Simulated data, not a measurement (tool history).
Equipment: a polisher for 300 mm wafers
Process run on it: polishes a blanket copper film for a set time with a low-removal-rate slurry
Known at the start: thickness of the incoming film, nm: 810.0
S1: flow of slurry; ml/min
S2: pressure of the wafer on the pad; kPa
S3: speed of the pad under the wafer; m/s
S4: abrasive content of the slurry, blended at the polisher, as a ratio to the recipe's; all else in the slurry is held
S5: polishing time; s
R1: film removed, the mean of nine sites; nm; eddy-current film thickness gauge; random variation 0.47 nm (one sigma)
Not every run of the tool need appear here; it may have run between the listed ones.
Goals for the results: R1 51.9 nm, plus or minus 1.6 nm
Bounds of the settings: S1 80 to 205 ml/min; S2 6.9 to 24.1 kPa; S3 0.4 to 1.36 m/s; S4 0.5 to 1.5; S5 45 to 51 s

| run | hour | S1 | S2 | S3 | S4 | S5 | R1 |
|---|---|---|---|---|---|---|---|
| 1 | 0 | 135 | 15.2 | 0.88 | 1 | 51 | 80.053 |
| 2 | 3.5 | 135 | 13.8 | 0.88 | 1 | 51 | 74.404 |
| 3 | 5.4 | 135 | 13.1 | 0.88 | 1 | 51 | 72.329 |
| 4 | 9.5 | 135 | 12.4 | 0.88 | 1 | 51 | 68.937 |
| 5 | 18.2 | 165 | 12.4 | 0.88 | 1 | 51 | 70.145 |
| 6 | 21.7 | 165 | 11.7 | 0.88 | 1 | 51 | 68.315 |
| 7 | 29.2 | 165 | 11 | 0.88 | 1 | 51 | 65.059 |
| 8 | 34.3 | 165 | 10.3 | 0.88 | 1 | 51 | 61.58 |
| 9 | 35.5 | 160 | 9 | 0.88 | 1 | 51 | 56.26 |

Exercise: of the 5 proposed moves below, exactly one satisfies all targets within the stated allowed misses. Which move is it?
| A | 36.7 | 150 | 6.9 | 0.96 | 1.1 | 46 | ? |
| B | 36.7 | 190 | 7.6 | 0.8 | 1 | 51 | ? |
| C | 36.7 | 150 | 9.7 | 0.9 | 0.95 | 50 | ? |
| D | 36.7 | 180 | 9 | 0.76 | 0.85 | 51 | ? |
| E | 36.7 | 150 | 7.6 | 0.96 | 1.05 | 48 | ? |

| move | R1 |
|---|---|
| A | 47.055 |
| B | 46.91 |
| C | 58.109 |
| D | 47.737 |
| E | 51.607 |
A: takes the result that was furthest off past its target
B: takes the result that was furthest off past its target
C: further off than the last run
D: takes the result that was furthest off past its target
E: every result within its allowed miss
Correct choice: E, which meets every target

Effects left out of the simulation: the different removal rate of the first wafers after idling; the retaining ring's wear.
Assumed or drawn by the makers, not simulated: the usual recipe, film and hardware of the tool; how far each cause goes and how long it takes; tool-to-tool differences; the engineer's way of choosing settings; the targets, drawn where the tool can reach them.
